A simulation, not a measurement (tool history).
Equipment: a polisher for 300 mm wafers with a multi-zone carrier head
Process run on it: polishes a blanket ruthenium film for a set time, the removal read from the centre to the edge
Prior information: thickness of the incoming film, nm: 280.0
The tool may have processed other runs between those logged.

run  hour  flow of slurry (ml/min)  pressure of the head's centre zone  pressure of the head's middle zone  pressure of the head's edge zone  polishing time (s)  film removed at the wafer's centre (nm)  film removed at mid-radius (nm)  film removed at the wafer's edge (nm)
  1     0                      135                                   1                                   1                                 1                  85                                   83.015                           82.952                                 85.791
  2   2.4                      130                                   1                                0.97                              0.98                  78                                   74.478                           72.942                                 76.703
  3  10.4                      130                                   1                                0.97                              0.98                  93                                   90.935                           88.902                                 92.752
  4  14.7                      130                                   1                                0.97                              1.03                  93                                   91.012                           88.385                                 93.903
  5  15.6                      130                                   1                                1.02                              1.03                  93                                   90.531                           90.499                                 93.223
  6  18.5                      130                                0.95                                1.02                              1.03                  93                                    85.31                            92.87                                 92.084
  7    27                       95                                0.99                                0.92                              0.93                  69                                   62.316                           59.446                                 64.382
  8  27.9                       95                                0.99                                0.91                              0.92                  66                                   59.107                           56.186                                 60.342
  9  33.7                       95                                0.99                                0.89                              0.91                  64                                   56.954                           52.913                                 58.797

Predict the results of run 10:
 10  37.5                       95                                1.01                                0.85                              0.82                  52                                        ?                                ?                                      ?

{"run 10": {"film removed at the wafer's centre (nm)": 48.279, "film removed at mid-radius (nm)": 40.94, "film removed at the wafer's edge (nm)": 45.727}}

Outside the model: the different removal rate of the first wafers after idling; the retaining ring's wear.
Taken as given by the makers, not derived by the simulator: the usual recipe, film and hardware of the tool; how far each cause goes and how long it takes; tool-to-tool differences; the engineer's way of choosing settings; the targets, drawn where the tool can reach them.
